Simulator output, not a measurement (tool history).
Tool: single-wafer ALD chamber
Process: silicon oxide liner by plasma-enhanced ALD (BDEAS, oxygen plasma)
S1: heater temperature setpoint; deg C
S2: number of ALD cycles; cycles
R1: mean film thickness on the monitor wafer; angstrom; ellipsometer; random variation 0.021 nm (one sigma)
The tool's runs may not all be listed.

run 1 hour=0 | S1=315 S2=69 | R1=66.421
run 2 hour=5.2 | S1=323 S2=69 | R1=65.723
run 3 hour=10.9 | S1=324 S2=67 | R1=63.644
run 4 hour=17.3 | S1=314 S2=67 | R1=64.859
run 5 hour=18.6 | S1=309 S2=67 | R1=65.302
run 6 hour=23.9 | S1=312 S2=66 | R1=63.729
run 7 hour=28.1 | S1=314 S2=65 | R1=62.534
run 8 hour=30 | S1=316 S2=64 | R1=61.614

The next listed run, before its measurement:
run 9 hour=35.4 | S1=318 S2=64 | R1=?

R1: 61.453 angstrom

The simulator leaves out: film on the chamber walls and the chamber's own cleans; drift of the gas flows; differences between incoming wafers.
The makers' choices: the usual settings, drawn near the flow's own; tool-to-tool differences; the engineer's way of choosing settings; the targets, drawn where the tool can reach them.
